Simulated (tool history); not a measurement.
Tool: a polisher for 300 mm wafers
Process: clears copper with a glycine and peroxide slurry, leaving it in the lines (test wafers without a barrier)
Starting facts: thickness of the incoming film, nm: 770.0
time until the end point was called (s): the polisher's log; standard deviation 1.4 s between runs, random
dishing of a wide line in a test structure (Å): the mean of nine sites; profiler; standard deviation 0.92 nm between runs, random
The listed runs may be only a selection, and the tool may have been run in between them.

run,hour,flow of slurry (ml/min),pressure of the wafer on the pad (kPa),speed of the pad under the wafer (cm/s),overpolish time after the end point (s),time until the end point was called (s),dishing of a wide line in a test structure (Å)
1,0.0,200,22.8,76,25,135.85,793.03
2,1.8,200,22.8,76,32,131.93,955.36
3,7.9,190,21.4,76,32,140.02,903.21
4,9.5,190,26.9,76,32,115.64,1056.10
5,13.6,190,26.9,70,32,125.68,1005.60
6,21.3,190,26.9,70,27,125.08,889.83

Estimate the outcome of run 7 from the log above:
7,24.6,185,24.8,70,29,?,?

time until the end point was called (s): 134.09
dishing of a wide line in a test structure (Å): 904.76

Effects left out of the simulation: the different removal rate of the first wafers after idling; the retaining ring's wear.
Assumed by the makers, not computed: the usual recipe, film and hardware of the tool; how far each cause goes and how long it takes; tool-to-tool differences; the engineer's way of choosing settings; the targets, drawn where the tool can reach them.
